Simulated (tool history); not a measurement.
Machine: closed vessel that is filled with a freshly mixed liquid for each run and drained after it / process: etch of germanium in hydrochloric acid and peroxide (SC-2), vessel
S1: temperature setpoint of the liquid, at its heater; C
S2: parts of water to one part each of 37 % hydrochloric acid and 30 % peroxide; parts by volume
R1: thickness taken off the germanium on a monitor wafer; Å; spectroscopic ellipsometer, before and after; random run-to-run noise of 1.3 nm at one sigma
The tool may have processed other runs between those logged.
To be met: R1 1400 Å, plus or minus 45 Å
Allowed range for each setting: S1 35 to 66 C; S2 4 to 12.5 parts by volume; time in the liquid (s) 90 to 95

run 1 hour=0 | S1=50 S2=7 time_in_the_liquid_(s)=90 | R1=2156.9
run 2 hour=8.8 | S1=56.5 S2=7 time_in_the_liquid_(s)=90 | R1=2630.3
run 3 hour=10.1 | S1=56.5 S2=6 time_in_the_liquid_(s)=90 | R1=2592.4
run 4 hour=18.4 | S1=56.5 S2=7.5 time_in_the_liquid_(s)=90 | R1=2598.3
run 5 hour=25.2 | S1=56.5 S2=7.5 time_in_the_liquid_(s)=95 | R1=2752.8
run 6 hour=32.9 | S1=56.5 S2=5 time_in_the_liquid_(s)=95 | R1=2831.2
run 7 hour=39.9 | S1=51 S2=5 time_in_the_liquid_(s)=95 | R1=2383.1
run 8 hour=45.8 | S1=47 S2=5 time_in_the_liquid_(s)=95 | R1=2067.6
run 9 hour=54.1 | S1=44 S2=5 time_in_the_liquid_(s)=95 | R1=1870.3
run 10 hour=57.3 | S1=42 S2=5 time_in_the_liquid_(s)=95 | R1=1793.1
run 11 hour=63.1 | S1=40 S2=5 time_in_the_liquid_(s)=95 | R1=1646.7
run 12 hour=71.1 | S1=39 S2=5 time_in_the_liquid_(s)=95 | R1=1587.6
run 13 hour=74.2 | S1=38 S2=5 time_in_the_liquid_(s)=95 | R1=1538.8
run 14 hour=77.7 | S1=37.5 S2=5 time_in_the_liquid_(s)=95 | R1=1526.8
run 15 hour=81.7 | S1=37 S2=5 time_in_the_liquid_(s)=95 | R1=1480.4
run 16 hour=83.1 | S1=36.5 S2=5 time_in_the_liquid_(s)=95 | R1=1477.5

Consider the 4 candidate settings below. Which is the only one whose results all fall within their allowed miss of target?
run A hour=84.5 | S1=35.5 S2=4 time_in_the_liquid_(s)=95 | R1=?
run B hour=84.5 | S1=41 S2=5.5 time_in_the_liquid_(s)=90 | R1=?
run C hour=84.5 | S1=38 S2=5 time_in_the_liquid_(s)=95 | R1=?
run D hour=84.5 | S1=39 S2=4.5 time_in_the_liquid_(s)=95 | R1=?

move=A R1=1395.7
move=B R1=1596.3
move=C R1=1522.1
move=D R1=1578
A: every result within its allowed miss
B: moves away from the targets compared with the last run
C: moves away from the targets compared with the last run
D: moves away from the targets compared with the last run
A is the move that brings every result within its allowed miss.
